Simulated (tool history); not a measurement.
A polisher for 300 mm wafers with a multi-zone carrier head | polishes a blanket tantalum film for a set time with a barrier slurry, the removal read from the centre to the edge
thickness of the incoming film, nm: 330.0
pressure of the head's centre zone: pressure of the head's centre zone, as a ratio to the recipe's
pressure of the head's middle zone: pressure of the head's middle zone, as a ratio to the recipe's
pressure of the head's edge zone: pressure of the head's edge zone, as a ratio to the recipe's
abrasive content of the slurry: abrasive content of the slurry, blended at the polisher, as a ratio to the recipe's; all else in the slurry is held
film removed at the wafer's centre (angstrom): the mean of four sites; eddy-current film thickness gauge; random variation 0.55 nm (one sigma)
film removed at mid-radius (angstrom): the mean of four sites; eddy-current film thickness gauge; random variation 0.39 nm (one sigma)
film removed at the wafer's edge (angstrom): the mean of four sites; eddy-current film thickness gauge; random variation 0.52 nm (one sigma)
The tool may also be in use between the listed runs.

run	hour	flow of slurry (ml/min)	pressure of the head's centre zone	pressure of the head's middle zone	pressure of the head's edge zone	abrasive content of the slurry	polishing time (s)	film removed at the wafer's centre (angstrom)	film removed at mid-radius (angstrom)	film removed at the wafer's edge (angstrom)
1	0.0	210	1.00	1.00	1.00	1.00	62	522.57	493.96	520.09
2	5.4	210	1.01	0.98	0.99	0.95	61	498.08	480.12	499.98
3	12.3	210	1.04	0.98	0.99	0.95	61	521.61	486.27	500.12
4	13.9	210	1.06	0.96	1.01	0.90	59	501.81	465.30	484.52
5	20.6	210	1.03	0.96	1.01	0.90	59	493.41	469.01	486.00
6	26.3	210	1.11	0.96	1.01	0.90	59	526.27	457.15	491.26
7	28.8	205	1.12	0.94	1.01	0.90	58	536.35	447.51	475.88

Run 8 comes next. What will it give?
8	32.2	205	1.12	0.94	1.01	0.90	58	?	?	?

Run 8 gave film removed at the wafer's centre (angstrom) 531.66, film removed at mid-radius (angstrom) 444.19, film removed at the wafer's edge (angstrom) 479.36.
